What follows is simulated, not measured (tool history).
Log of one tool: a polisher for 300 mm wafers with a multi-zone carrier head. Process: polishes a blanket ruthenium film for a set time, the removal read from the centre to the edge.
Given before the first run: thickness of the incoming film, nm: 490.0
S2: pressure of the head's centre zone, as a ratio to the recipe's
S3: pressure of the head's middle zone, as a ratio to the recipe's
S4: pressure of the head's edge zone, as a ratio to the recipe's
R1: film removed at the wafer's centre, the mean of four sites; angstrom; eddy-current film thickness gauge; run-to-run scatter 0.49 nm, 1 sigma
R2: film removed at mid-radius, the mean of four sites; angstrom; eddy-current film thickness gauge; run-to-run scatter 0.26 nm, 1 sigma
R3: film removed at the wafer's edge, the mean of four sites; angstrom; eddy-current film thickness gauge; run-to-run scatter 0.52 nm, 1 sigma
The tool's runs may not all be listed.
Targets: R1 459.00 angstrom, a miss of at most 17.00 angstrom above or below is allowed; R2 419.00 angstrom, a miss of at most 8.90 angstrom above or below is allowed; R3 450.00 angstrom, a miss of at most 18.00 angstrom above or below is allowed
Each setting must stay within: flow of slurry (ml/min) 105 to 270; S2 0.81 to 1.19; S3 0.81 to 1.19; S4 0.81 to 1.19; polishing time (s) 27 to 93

Run 1, hour 0.0: flow of slurry (ml/min) 175, S2 1.00, S3 1.00, S4 1.00, polishing time (s) 59. Result: R1 868.36 angstrom, R2 853.18 angstrom, R3 852.17 angstrom.
Run 2, hour 7.3: flow of slurry (ml/min) 175, S2 1.00, S3 1.00, S4 1.04, polishing time (s) 59. Result: R1 875.41 angstrom, R2 856.40 angstrom, R3 868.74 angstrom.
Run 3, hour 9.1: flow of slurry (ml/min) 170, S2 0.99, S3 0.98, S4 1.01, polishing time (s) 53. Result: R1 768.05 angstrom, R2 746.59 angstrom, R3 763.43 angstrom.
Run 4, hour 15.1: flow of slurry (ml/min) 165, S2 0.98, S3 0.96, S4 0.98, polishing time (s) 49. Result: R1 687.99 angstrom, R2 690.80 angstrom, R3 703.24 angstrom.
Run 5, hour 20.5: flow of slurry (ml/min) 160, S2 0.99, S3 0.94, S4 0.96, polishing time (s) 45. Result: R1 650.72 angstrom, R2 612.80 angstrom, R3 633.85 angstrom.
Run 6, hour 25.8: flow of slurry (ml/min) 160, S2 0.95, S3 0.94, S4 0.96, polishing time (s) 45. Result: R1 629.94 angstrom, R2 607.01 angstrom, R3 623.24 angstrom.
Run 7, hour 32.8: flow of slurry (ml/min) 155, S2 0.93, S3 0.92, S4 0.94, polishing time (s) 43. Result: R1 576.74 angstrom, R2 567.53 angstrom, R3 598.99 angstrom.
Run 8, hour 39.1: flow of slurry (ml/min) 155, S2 0.93, S3 0.91, S4 0.92, polishing time (s) 41. Result: R1 557.08 angstrom, R2 536.65 angstrom, R3 564.82 angstrom.
Run 9, hour 43.6: flow of slurry (ml/min) 155, S2 0.93, S3 0.90, S4 0.90, polishing time (s) 40. Result: R1 543.79 angstrom, R2 522.57 angstrom, R3 551.33 angstrom.
Run 10, hour 46.5: flow of slurry (ml/min) 150, S2 0.93, S3 0.89, S4 0.88, polishing time (s) 39. Result: R1 532.16 angstrom, R2 496.32 angstrom, R3 526.99 angstrom.
Run 11, hour 53.0: flow of slurry (ml/min) 145, S2 0.93, S3 0.88, S4 0.87, polishing time (s) 38. Result: R1 509.91 angstrom, R2 480.78 angstrom, R3 510.63 angstrom.
Run 12, hour 60.7: flow of slurry (ml/min) 140, S2 0.93, S3 0.87, S4 0.86, polishing time (s) 37. Result: R1 493.40 angstrom, R2 463.19 angstrom, R3 486.03 angstrom.
Run 13, hour 67.3: flow of slurry (ml/min) 135, S2 0.93, S3 0.86, S4 0.86, polishing time (s) 37. Result: R1 487.65 angstrom, R2 446.86 angstrom, R3 483.66 angstrom.
Run 14, hour 68.6: flow of slurry (ml/min) 130, S2 0.93, S3 0.86, S4 0.85, polishing time (s) 37. Result: R1 481.88 angstrom, R2 443.22 angstrom, R3 482.21 angstrom.
Run 15, hour 73.2: flow of slurry (ml/min) 125, S2 0.94, S3 0.86, S4 0.81, polishing time (s) 33. Result: R1 430.55 angstrom, R2 394.76 angstrom, R3 402.48 angstrom.
Run 16, hour 80.1: flow of slurry (ml/min) 130, S2 0.94, S3 0.86, S4 0.81, polishing time (s) 33. Result: R1 436.83 angstrom, R2 393.79 angstrom, R3 416.28 angstrom.
Run 17, hour 89.1: flow of slurry (ml/min) 135, S2 0.94, S3 0.86, S4 0.81, polishing time (s) 33. Result: R1 428.26 angstrom, R2 400.28 angstrom, R3 432.30 angstrom.
Run 18, hour 93.8: flow of slurry (ml/min) 135, S2 0.95, S3 0.86, S4 0.82, polishing time (s) 33. Result: R1 441.19 angstrom, R2 401.73 angstrom, R3 417.45 angstrom.

Exercise: of the 5 proposed moves below, exactly one satisfies all targets within the stated allowed misses. Which move is it?
Run A, hour 98.5: flow of slurry (ml/min) 140, S2 0.89, S3 0.86, S4 0.81, polishing time (s) 33. Result: R1 ?, R2 ?, R3 ?.
Run B, hour 98.5: flow of slurry (ml/min) 110, S2 0.99, S3 0.81, S4 0.85, polishing time (s) 36. Result: R1 ?, R2 ?, R3 ?.
Run C, hour 98.5: flow of slurry (ml/min) 105, S2 0.98, S3 0.87, S4 0.84, polishing time (s) 37. Result: R1 ?, R2 ?, R3 ?.
Run D, hour 98.5: flow of slurry (ml/min) 190, S2 0.89, S3 0.89, S4 0.88, polishing time (s) 30. Result: R1 ?, R2 ?, R3 ?.
Run E, hour 98.5: flow of slurry (ml/min) 150, S2 0.81, S3 0.86, S4 0.85, polishing time (s) 34. Result: R1 ?, R2 ?, R3 ?.

move      R1      R2      R3
   A  435.69  402.60  419.55
   B  471.83  391.51  447.03
   C  473.61  420.29  452.04
   D  423.91  399.70  413.08
   E  431.08  421.36  446.44
A: closes in on the targets versus the last run, not all within tolerance yet
B: moves away from the targets compared with the last run
C: hits every target within its allowed miss
D: moves away from the targets compared with the last run
E: meets the target for the result that was furthest off, but another lies outside its allowed miss
Correct choice: C, which meets every target
